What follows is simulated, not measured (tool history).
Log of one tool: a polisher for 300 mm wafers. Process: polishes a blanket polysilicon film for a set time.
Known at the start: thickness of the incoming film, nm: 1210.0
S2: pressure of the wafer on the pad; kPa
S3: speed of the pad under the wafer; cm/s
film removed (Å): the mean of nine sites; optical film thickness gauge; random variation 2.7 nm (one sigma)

Run 1, day 0.000: flow of slurry (ml/min) 135, S2 13.8 kPa, S3 106 cm/s, polishing time (s) 91. Result: film removed (Å) 6189.0.
Run 2, day 0.088: flow of slurry (ml/min) 135, S2 13.1 kPa, S3 102 cm/s, polishing time (s) 91. Result: film removed (Å) 5610.0.
Run 3, day 0.192: flow of slurry (ml/min) 135, S2 13.1 kPa, S3 82 cm/s, polishing time (s) 91. Result: film removed (Å) 4614.7.
Run 4, day 0.396: flow of slurry (ml/min) 135, S2 12.4 kPa, S3 80 cm/s, polishing time (s) 91. Result: film removed (Å) 4302.4.
Run 5, day 0.767: flow of slurry (ml/min) 135, S2 12.4 kPa, S3 80 cm/s, polishing time (s) 91. Result: film removed (Å) 4345.4.
Run 6, day 0.825: flow of slurry (ml/min) 150, S2 12.4 kPa, S3 80 cm/s, polishing time (s) 91. Result: film removed (Å) 4234.2.
Run 7, day 1.104: flow of slurry (ml/min) 150, S2 11.7 kPa, S3 78 cm/s, polishing time (s) 91. Result: film removed (Å) 4075.4.
Run 8, day 1.446: flow of slurry (ml/min) 150, S2 11.0 kPa, S3 76 cm/s, polishing time (s) 91. Result: film removed (Å) 3656.9.
Run 9, day 1.542: flow of slurry (ml/min) 150, S2 10.3 kPa, S3 76 cm/s, polishing time (s) 91. Result: film removed (Å) 3430.0.
Run 10, day 1.671: flow of slurry (ml/min) 135, S2 6.2 kPa, S3 74 cm/s, polishing time (s) 91. Result: film removed (Å) 2010.2.

Run 11 comes next. What will it give?
Run 11, day 1.762: flow of slurry (ml/min) 140, S2 6.2 kPa, S3 74 cm/s, polishing time (s) 91. Result: film removed (Å) ?.

Run 11 gave film removed (Å) 2011.0.
